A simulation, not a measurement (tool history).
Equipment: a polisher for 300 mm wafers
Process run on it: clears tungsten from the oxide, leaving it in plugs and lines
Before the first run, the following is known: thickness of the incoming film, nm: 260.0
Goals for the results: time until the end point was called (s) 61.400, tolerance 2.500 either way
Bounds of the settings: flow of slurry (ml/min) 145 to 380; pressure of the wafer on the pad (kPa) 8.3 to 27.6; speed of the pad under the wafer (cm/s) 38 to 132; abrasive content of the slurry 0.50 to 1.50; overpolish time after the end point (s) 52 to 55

run    day  flow of slurry (ml/min)  pressure of the wafer on the pad (kPa)  speed of the pad under the wafer (cm/s)  abrasive content of the slurry  overpolish time after the end point (s)  time until the end point was called (s)
  1  0.000                      245                                    17.9                                       84                            1.00                                       52                                   99.472
  2  0.233                      280                                    17.9                                       84                            1.00                                       52                                   94.814
  3  0.267                      290                                    19.3                                       84                            1.00                                       52                                   90.486
  4  0.492                      290                                    21.4                                       84                            1.00                                       52                                   82.354
  5  0.583                      290                                    21.4                                       84                            1.00                                       55                                   82.873
  6  0.642                      290                                    22.8                                       84                            1.00                                       55                                   77.288
  7  0.983                      290                                    23.4                                       84                            1.00                                       55                                   76.247
  8  1.046                      295                                    24.1                                       84                            1.00                                       55                                   74.619
  9  1.146                      295                                    24.8                                       86                            1.00                                       55                                   70.579
 10  1.492                      295                                    25.5                                       86                            1.00                                       55                                   69.270
 11  1.746                      300                                    26.2                                       86                            1.00                                       55                                   67.334
 12  2.075                      300                                    26.9                                       88                            1.00                                       55                                   64.057

Exactly one of the 5 candidate moves below puts every result within its allowed miss. Which one?
  A  2.404                      250                                    27.6                                       86                            1.20                                       55                                        ?
  B  2.404                      300                                    26.2                                       84                            1.15                                       55                                        ?
  C  2.404                      335                                    26.2                                       84                            0.95                                       52                                        ?
  D  2.404                      290                                    27.6                                       94                            1.15                                       55                                        ?
  E  2.404                      285                                    27.6                                       78                            1.05                                       52                                        ?

move  time until the end point was called (s)
   A                                   61.335
   B                                   65.106
   C                                   67.915
   D                                   56.858
   E                                   68.020
A: meets every target
B: lands further from the targets than the last run did
C: lands further from the targets than the last run did
D: the result that was furthest off in the last run now lies on the other side of its target
E: lands further from the targets than the last run did
Move A is the one to make.
